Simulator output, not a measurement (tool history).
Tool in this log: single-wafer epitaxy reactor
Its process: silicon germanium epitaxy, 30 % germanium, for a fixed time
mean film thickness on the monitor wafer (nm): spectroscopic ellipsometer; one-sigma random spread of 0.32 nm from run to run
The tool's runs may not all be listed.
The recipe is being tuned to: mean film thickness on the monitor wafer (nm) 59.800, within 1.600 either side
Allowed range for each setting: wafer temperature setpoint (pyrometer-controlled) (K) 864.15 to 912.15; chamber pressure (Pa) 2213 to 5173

run,hour,wafer temperature setpoint (pyrometer-controlled) (K),chamber pressure (Pa),mean film thickness on the monitor wafer (nm)
1,0.0,888.15,3693,93.393
2,3.8,886.15,3666,90.713
3,5.2,886.15,3960,93.154
4,6.4,893.15,3960,105.220
5,9.1,890.15,3893,99.688
6,15.9,881.15,3893,85.002
7,21.1,879.15,3840,80.756
8,26.5,877.15,3813,76.550

Exactly one of the 5 candidate moves below puts every result within its allowed miss. Which one?
A,31.9,868.15,3866,?
B,31.9,888.15,3866,?
C,31.9,864.15,3666,?
D,31.9,886.15,3920,?
E,31.9,885.15,3706,?

move,mean film thickness on the monitor wafer (nm)
A,65.738
B,95.850
C,59.786
D,92.792
E,89.441
A: nearer the targets than the last run, but a result is still out of spec
B: moves away from the targets compared with the last run
C: all results land within tolerance of their targets
D: moves away from the targets compared with the last run
E: moves away from the targets compared with the last run
So the answer is move C, the one that meets all the targets.

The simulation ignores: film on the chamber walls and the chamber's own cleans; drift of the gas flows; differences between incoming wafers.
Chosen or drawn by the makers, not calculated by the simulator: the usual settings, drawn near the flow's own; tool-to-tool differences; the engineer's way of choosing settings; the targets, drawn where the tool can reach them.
